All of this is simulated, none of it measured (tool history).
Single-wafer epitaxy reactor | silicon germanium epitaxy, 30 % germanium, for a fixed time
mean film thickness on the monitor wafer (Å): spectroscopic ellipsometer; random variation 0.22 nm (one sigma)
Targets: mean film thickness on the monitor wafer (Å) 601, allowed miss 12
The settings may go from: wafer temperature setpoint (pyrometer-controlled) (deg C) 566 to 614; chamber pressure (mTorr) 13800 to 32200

run,hour,wafer temperature setpoint (pyrometer-controlled) (deg C),chamber pressure (mTorr),mean film thickness on the monitor wafer (Å)
1,0,590,23000,505.32
2,6.3,590,25600,524.14
3,15,591,25600,532.26
4,16.9,580,25600,429.41
5,23.8,580,27500,440.39
6,28.7,580,24300,422.56
7,34.6,583,24400,448.33
8,41.8,595,24800,574.69

4 next moves are on the table. One of them brings every result within its allowed miss. Which?
A,49,593,28600,?
B,49,592,26600,?
C,49,597,24800,?
D,49,593,27400,?

move,mean film thickness on the monitor wafer (Å)
A,580.93
B,555.23
C,597.59
D,572.21
A: nearer than the last run, and not there yet
B: further off than the last run
C: meets every target
D: further off than the last run
The right move is C.
